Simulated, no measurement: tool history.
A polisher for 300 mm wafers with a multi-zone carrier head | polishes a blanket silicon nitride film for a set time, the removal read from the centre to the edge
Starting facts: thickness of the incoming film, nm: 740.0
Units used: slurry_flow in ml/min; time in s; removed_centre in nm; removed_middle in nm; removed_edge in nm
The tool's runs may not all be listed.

{"run": 1, "hour": 0.0, "slurry_flow": 300, "centre_zone": 1, "middle_zone": 1, "edge_zone": 1, "time": 66, "removed_centre": 175, "removed_middle": 172.61, "removed_edge": 172.74}
{"run": 2, "hour": 4.3, "slurry_flow": 300, "centre_zone": 0.95, "middle_zone": 1, "edge_zone": 1, "time": 66, "removed_centre": 166.09, "removed_middle": 170.62, "removed_edge": 174.2}
{"run": 3, "hour": 8.1, "slurry_flow": 305, "centre_zone": 0.97, "middle_zone": 1.02, "edge_zone": 1.01, "time": 67, "removed_centre": 171.05, "removed_middle": 176.37, "removed_edge": 175.25}
{"run": 4, "hour": 8.8, "slurry_flow": 305, "centre_zone": 0.98, "middle_zone": 1.03, "edge_zone": 1.01, "time": 68, "removed_centre": 175.71, "removed_middle": 179.09, "removed_edge": 177.1}
{"run": 5, "hour": 15.5, "slurry_flow": 305, "centre_zone": 0.99, "middle_zone": 1.04, "edge_zone": 1.01, "time": 69, "removed_centre": 182.01, "removed_middle": 188.78, "removed_edge": 179.07}
{"run": 6, "hour": 21.6, "slurry_flow": 305, "centre_zone": 0.99, "middle_zone": 1.04, "edge_zone": 1.01, "time": 75, "removed_centre": 191.41, "removed_middle": 204.84, "removed_edge": 196.62}
{"run": 7, "hour": 27.0, "slurry_flow": 305, "centre_zone": 0.99, "middle_zone": 1.04, "edge_zone": 1.01, "time": 75, "removed_centre": 199.64, "removed_middle": 202.21, "removed_edge": 198.01}
{"run": 8, "hour": 32.8, "slurry_flow": 305, "centre_zone": 1, "middle_zone": 1.05, "edge_zone": 1.01, "time": 75, "removed_centre": 196.72, "removed_middle": 200.34, "removed_edge": 199.64}

What will run 9 give?
{"run": 9, "hour": 36.4, "slurry_flow": 315, "centre_zone": 1.01, "middle_zone": 1.07, "edge_zone": 1, "time": 75, "removed_centre": "?", "removed_middle": "?", "removed_edge": "?"}

{"run 9": {"removed_centre": 200.11, "removed_middle": 206.26, "removed_edge": 199.3}}
